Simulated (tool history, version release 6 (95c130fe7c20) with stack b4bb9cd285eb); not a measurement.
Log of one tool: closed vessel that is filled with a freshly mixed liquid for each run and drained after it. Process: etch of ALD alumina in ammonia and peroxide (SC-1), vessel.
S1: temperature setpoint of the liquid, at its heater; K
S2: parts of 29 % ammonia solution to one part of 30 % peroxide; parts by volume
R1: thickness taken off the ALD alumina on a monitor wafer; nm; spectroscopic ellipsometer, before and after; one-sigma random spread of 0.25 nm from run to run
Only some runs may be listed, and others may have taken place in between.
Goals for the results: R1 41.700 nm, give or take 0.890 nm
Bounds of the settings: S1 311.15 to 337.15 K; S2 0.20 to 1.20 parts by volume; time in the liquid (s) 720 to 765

run 1 hour=0.0 | S1=321.15 S2=0.70 time_in_the_liquid_(s)=720 | R1=55.966
run 2 hour=7.1 | S1=319.65 S2=0.70 time_in_the_liquid_(s)=720 | R1=51.953
run 3 hour=14.1 | S1=319.65 S2=0.70 time_in_the_liquid_(s)=720 | R1=51.703
run 4 hour=22.7 | S1=319.65 S2=0.70 time_in_the_liquid_(s)=765 | R1=55.022
run 5 hour=32.0 | S1=318.15 S2=0.70 time_in_the_liquid_(s)=765 | R1=50.238
run 6 hour=35.9 | S1=318.15 S2=0.70 time_in_the_liquid_(s)=765 | R1=51.143
run 7 hour=41.3 | S1=317.15 S2=0.70 time_in_the_liquid_(s)=765 | R1=47.489
run 8 hour=50.3 | S1=316.65 S2=0.70 time_in_the_liquid_(s)=765 | R1=46.077
run 9 hour=53.4 | S1=316.15 S2=0.70 time_in_the_liquid_(s)=765 | R1=44.945
run 10 hour=61.6 | S1=315.65 S2=0.70 time_in_the_liquid_(s)=765 | R1=43.793

Of the 5 settings listed for the next run, only one would bring every result within its allowed miss of target. Which one?
run A hour=69.8 | S1=315.15 S2=0.75 time_in_the_liquid_(s)=720 | R1=?
run B hour=69.8 | S1=314.15 S2=0.60 time_in_the_liquid_(s)=765 | R1=?
run C hour=69.8 | S1=316.65 S2=0.50 time_in_the_liquid_(s)=765 | R1=?
run D hour=69.8 | S1=317.65 S2=0.25 time_in_the_liquid_(s)=720 | R1=?
run E hour=69.8 | S1=313.15 S2=1.20 time_in_the_liquid_(s)=765 | R1=?

move=A R1=39.964
move=B R1=39.208
move=C R1=44.554
move=D R1=41.564
move=E R1=39.508
A: moves the result that the last run missed by most past its target, out the other side
B: moves the result that the last run missed by most past its target, out the other side
C: its largest miss is bigger than the last run's
D: all results land within tolerance of their targets
E: moves the result that the last run missed by most past its target, out the other side
Go with D: it meets all targets.
